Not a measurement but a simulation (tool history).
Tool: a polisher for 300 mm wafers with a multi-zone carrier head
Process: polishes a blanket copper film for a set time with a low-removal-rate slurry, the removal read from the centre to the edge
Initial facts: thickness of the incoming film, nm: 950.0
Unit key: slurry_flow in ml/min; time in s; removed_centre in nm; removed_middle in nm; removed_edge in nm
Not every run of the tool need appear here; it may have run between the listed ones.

run,hour,slurry_flow,centre_zone,middle_zone,edge_zone,slurry_solids,time,removed_centre,removed_middle,removed_edge
1,0,285,1,1,1,1,76,260.8,271.29,263.99
2,3.2,285,1,1,1,0.9,76,254.22,265.32,253.05
3,9.8,285,1,1,0.96,0.9,76,255.1,260.95,249.67
4,15.7,285,0.92,1,0.96,0.9,76,232.87,260.2,247.84
5,20.9,285,0.92,1,0.96,0.9,89,270.59,308.15,299.97
6,28.1,320,0.92,1,0.96,0.9,89,277.67,313.02,298.08
# hour 30.9: worn pad replaced by a new one
7,30.9,350,0.95,1,0.93,0.8,88,303.64,339.52,316.77
8,39.2,330,1,1.01,0.9,0.8,83,305.11,314.63,282.2
9,41.9,310,1.01,1.01,0.88,0.8,82,302.66,311.83,284.08

What will run 10 give?
10,48.6,310,1.04,1.02,0.89,0.75,78,?,?,?

{"run 10": {"removed_centre": 287.59, "removed_middle": 283.54, "removed_edge": 261.77}}

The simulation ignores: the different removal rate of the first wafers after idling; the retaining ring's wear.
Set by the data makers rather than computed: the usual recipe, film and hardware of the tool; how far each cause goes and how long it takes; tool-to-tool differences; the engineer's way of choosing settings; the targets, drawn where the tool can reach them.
